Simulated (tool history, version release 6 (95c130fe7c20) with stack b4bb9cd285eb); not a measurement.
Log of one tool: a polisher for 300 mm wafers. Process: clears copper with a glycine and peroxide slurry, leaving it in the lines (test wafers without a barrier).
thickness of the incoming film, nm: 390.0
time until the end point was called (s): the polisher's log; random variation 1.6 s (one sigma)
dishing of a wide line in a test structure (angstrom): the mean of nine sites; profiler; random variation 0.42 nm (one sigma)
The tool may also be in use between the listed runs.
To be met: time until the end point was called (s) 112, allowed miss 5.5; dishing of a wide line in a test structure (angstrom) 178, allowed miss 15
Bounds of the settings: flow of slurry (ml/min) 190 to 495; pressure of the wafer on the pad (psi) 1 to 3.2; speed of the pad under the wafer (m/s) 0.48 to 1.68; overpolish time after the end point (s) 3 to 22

run,hour,flow of slurry (ml/min),pressure of the wafer on the pad (psi),speed of the pad under the wafer (m/s),overpolish time after the end point (s),time until the end point was called (s),dishing of a wide line in a test structure (angstrom)
1,0,320,2.1,1.08,11,66.659,457.42
2,8.5,285,2.1,1.08,11,64.873,430.97
3,10.8,275,1.8,0.98,10,79.835,339.16
4,13.3,270,1.6,0.94,9,90.151,279.25
5,14.5,270,1.5,0.92,8,93.901,227.91
6,18.6,270,1.4,0.92,8,98.952,226.86
7,22.4,270,1.3,0.92,8,103.32,214.76
8,31.3,270,1.2,0.92,8,114.1,208.44

Which of these 4 next moves meets every target?
A,40.2,315,1.3,0.82,7,?,?
B,40.2,210,1,1.16,6,?,?
C,40.2,300,1.3,1,5,?,?
D,40.2,305,1.4,0.96,5,?,?

move,time until the end point was called (s),dishing of a wide line in a test structure (angstrom)
A,110.29,190.33
B,114.15,157.96
C,100.11,151.07
D,97.045,155.82
A: meets every target
B: takes the result that was furthest off past its target
C: takes the result that was furthest off past its target
D: takes the result that was furthest off past its target
Answer: A
